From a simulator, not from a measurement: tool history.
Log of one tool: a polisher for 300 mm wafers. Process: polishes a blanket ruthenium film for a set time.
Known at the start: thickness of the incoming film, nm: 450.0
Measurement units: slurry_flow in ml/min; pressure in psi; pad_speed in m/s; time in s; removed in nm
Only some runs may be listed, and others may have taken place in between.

| run | day | slurry_flow | pressure | pad_speed | time | removed |
|---|---|---|---|---|---|---|
| 1 | 0.000 | 255 | 2.2 | 1.16 | 61 | 88.270 |
| 2 | 0.212 | 255 | 2.8 | 1.16 | 61 | 111.110 |
| 3 | 0.383 | 255 | 2.6 | 1.16 | 61 | 104.610 |
| 4 | 0.679 | 255 | 2.4 | 1.16 | 61 | 95.237 |
| 5 | 0.817 | 255 | 2.3 | 1.16 | 61 | 92.795 |
| 6 | 0.946 | 255 | 2.3 | 1.16 | 55 | 82.190 |

Run 7 is up next; what results do you expect?
| 7 | 0.983 | 255 | 2.2 | 1.16 | 55 | ? |

removed: 78.913 nm
